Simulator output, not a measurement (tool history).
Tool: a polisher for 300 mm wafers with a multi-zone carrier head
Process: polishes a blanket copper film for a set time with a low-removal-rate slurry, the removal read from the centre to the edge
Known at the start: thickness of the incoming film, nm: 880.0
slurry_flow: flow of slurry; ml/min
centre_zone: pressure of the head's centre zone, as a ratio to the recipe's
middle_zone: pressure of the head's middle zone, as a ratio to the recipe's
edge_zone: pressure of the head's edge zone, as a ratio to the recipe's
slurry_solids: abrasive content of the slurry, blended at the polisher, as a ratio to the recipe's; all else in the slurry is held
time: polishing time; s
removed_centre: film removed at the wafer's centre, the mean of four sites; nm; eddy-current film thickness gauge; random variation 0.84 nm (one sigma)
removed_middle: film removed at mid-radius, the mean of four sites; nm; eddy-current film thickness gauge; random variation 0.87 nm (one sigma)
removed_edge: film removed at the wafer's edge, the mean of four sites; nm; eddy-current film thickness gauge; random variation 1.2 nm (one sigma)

{"run": 1, "day": 0.0, "slurry_flow": 125, "centre_zone": 1, "middle_zone": 1, "edge_zone": 1, "slurry_solids": 1, "time": 36, "removed_centre": 84.469, "removed_middle": 83.663, "removed_edge": 83.647}
{"run": 2, "day": 0.025, "slurry_flow": 140, "centre_zone": 1, "middle_zone": 1.02, "edge_zone": 1.05, "slurry_solids": 1.1, "time": 36, "removed_centre": 88.929, "removed_middle": 89.202, "removed_edge": 88.536}
{"run": 3, "day": 0.229, "slurry_flow": 140, "centre_zone": 0.92, "middle_zone": 1.02, "edge_zone": 1.05, "slurry_solids": 1.1, "time": 36, "removed_centre": 82.309, "removed_middle": 89.932, "removed_edge": 90.095}
{"run": 4, "day": 0.288, "slurry_flow": 150, "centre_zone": 0.94, "middle_zone": 1.03, "edge_zone": 1.08, "slurry_solids": 1.15, "time": 36, "removed_centre": 86.225, "removed_middle": 92.567, "removed_edge": 90.471}
{"run": 5, "day": 0.362, "slurry_flow": 150, "centre_zone": 0.94, "middle_zone": 1.03, "edge_zone": 1.08, "slurry_solids": 1.3, "time": 36, "removed_centre": 89.468, "removed_middle": 95.736, "removed_edge": 96.679}
{"run": 6, "day": 0.529, "slurry_flow": 150, "centre_zone": 0.86, "middle_zone": 1.03, "edge_zone": 1.08, "slurry_solids": 1.3, "time": 36, "removed_centre": 84.284, "removed_middle": 96.645, "removed_edge": 96.666}
{"run": 7, "day": 0.662, "slurry_flow": 160, "centre_zone": 0.89, "middle_zone": 1.03, "edge_zone": 1.09, "slurry_solids": 1.35, "time": 36, "removed_centre": 89.017, "removed_middle": 97.702, "removed_edge": 97.368}

Run 8 comes next. What will it give?
{"run": 8, "day": 1.012, "slurry_flow": 165, "centre_zone": 0.91, "middle_zone": 1.04, "edge_zone": 1.1, "slurry_solids": 1.4, "time": 36, "removed_centre": "?", "removed_middle": "?", "removed_edge": "?"}

removed_centre: 90.143 nm
removed_middle: 98.149 nm
removed_edge: 99.114 nm
